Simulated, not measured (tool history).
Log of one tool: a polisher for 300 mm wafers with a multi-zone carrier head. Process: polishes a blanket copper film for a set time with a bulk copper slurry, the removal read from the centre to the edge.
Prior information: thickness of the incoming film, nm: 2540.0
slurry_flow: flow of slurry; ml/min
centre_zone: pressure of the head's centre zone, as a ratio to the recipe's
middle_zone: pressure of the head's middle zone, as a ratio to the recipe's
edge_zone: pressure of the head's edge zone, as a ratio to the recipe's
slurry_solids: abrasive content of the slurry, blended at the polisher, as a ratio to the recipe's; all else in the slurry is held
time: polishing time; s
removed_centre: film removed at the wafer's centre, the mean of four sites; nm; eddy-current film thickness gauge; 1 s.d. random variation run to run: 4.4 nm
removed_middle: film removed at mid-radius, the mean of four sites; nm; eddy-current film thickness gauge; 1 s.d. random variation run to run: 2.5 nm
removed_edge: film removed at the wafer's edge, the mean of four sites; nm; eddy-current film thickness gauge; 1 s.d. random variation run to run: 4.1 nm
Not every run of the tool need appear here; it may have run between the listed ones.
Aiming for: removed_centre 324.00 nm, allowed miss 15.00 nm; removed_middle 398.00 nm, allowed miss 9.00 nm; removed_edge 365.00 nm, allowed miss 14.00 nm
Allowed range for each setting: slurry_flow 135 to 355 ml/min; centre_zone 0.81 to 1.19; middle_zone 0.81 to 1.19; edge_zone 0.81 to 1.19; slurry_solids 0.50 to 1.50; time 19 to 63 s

run,hour,slurry_flow,centre_zone,middle_zone,edge_zone,slurry_solids,time,removed_centre,removed_middle,removed_edge
1,0.0,225,1.00,1.00,1.00,1.00,41,337.71,339.05,346.55
2,7.9,225,0.92,1.00,1.00,1.00,41,314.54,343.25,338.04
3,12.3,240,0.91,1.02,1.02,1.00,41,315.98,347.71,351.08
4,15.8,240,0.91,1.02,1.02,1.00,45,353.09,382.66,374.79
5,19.0,235,0.89,1.03,1.02,1.00,45,333.48,383.36,376.33
6,25.8,235,0.89,1.03,1.02,0.90,45,318.62,377.03,375.36
7,28.9,240,0.89,1.04,1.00,0.90,45,319.10,376.50,369.95
8,30.6,275,0.89,1.11,0.97,0.90,45,330.11,406.13,367.35
9,34.7,270,0.89,1.11,0.97,0.90,45,330.94,405.14,371.75
10,43.4,265,0.89,1.11,0.97,0.90,45,329.46,405.05,372.90
11,51.0,265,0.89,1.11,0.96,0.90,45,336.03,404.06,367.87

Next run, 4 choices. One meets every target within its allowed miss, the rest don't. Which?
A,58.6,250,0.89,1.10,0.97,0.95,44,?,?,?
B,58.6,250,0.94,1.14,0.97,1.00,44,?,?,?
C,58.6,205,0.90,0.97,0.95,1.20,46,?,?,?
D,58.6,260,0.86,1.17,0.92,1.15,42,?,?,?

move,removed_centre,removed_middle,removed_edge
A,323.66,392.68,359.46
B,345.84,410.39,364.23
C,353.75,383.08,389.38
D,316.23,417.73,352.95
A: in spec on every target
B: moves away from the targets compared with the last run
C: moves away from the targets compared with the last run
D: brings the last run's worst result on target, with another outside its allowed miss
Correct choice: A, which meets every target
